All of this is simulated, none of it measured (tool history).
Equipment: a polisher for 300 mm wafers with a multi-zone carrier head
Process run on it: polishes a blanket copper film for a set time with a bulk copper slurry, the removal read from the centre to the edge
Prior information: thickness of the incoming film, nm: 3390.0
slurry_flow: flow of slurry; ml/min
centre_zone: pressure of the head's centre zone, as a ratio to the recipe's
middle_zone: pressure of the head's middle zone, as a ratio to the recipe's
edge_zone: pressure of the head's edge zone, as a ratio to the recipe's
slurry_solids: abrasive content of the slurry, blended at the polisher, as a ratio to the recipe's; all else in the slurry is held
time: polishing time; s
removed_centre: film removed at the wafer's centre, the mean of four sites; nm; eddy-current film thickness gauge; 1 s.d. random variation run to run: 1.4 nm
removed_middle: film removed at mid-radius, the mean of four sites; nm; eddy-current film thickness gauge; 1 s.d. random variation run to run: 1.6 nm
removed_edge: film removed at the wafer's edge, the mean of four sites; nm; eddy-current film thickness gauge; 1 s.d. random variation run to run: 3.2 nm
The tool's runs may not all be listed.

Run 1, hour 0: slurry_flow 220 ml/min, centre_zone 1, middle_zone 1, edge_zone 1, slurry_solids 1, time 43 s. Result: removed_centre 277.07 nm, removed_middle 301.86 nm, removed_edge 293.89 nm.
Run 2, hour 5.8: slurry_flow 245 ml/min, centre_zone 1, middle_zone 1, edge_zone 1, slurry_solids 1, time 43 s. Result: removed_centre 283.7 nm, removed_middle 307.2 nm, removed_edge 299.33 nm.
Run 3, hour 12: slurry_flow 225 ml/min, centre_zone 0.96, middle_zone 0.97, edge_zone 0.95, slurry_solids 0.85, time 42 s. Result: removed_centre 250.38 nm, removed_middle 275.48 nm, removed_edge 263.25 nm.
Run 4, hour 18.8: slurry_flow 225 ml/min, centre_zone 0.89, middle_zone 0.97, edge_zone 0.95, slurry_solids 0.85, time 42 s. Result: removed_centre 229.6 nm, removed_middle 276.4 nm, removed_edge 269.6 nm.
Run 5, hour 20.6: slurry_flow 225 ml/min, centre_zone 0.89, middle_zone 1.05, edge_zone 0.95, slurry_solids 0.85, time 42 s. Result: removed_centre 231.22 nm, removed_middle 295.56 nm, removed_edge 275.99 nm.
Run 6, hour 26.1: slurry_flow 225 ml/min, centre_zone 0.89, middle_zone 1.1, edge_zone 0.95, slurry_solids 0.85, time 42 s. Result: removed_centre 228.9 nm, removed_middle 309.54 nm, removed_edge 269.59 nm.

Run 7, settings as shown, results not yet in. Your forecast:
Run 7, hour 28.7: slurry_flow 210 ml/min, centre_zone 0.88, middle_zone 1.04, edge_zone 0.91, slurry_solids 0.75, time 42 s. Result: removed_centre ?, removed_middle ?, removed_edge ?.

Run 7 came out at removed_centre 214.94 nm, removed_middle 280.7 nm, removed_edge 260.98 nm.
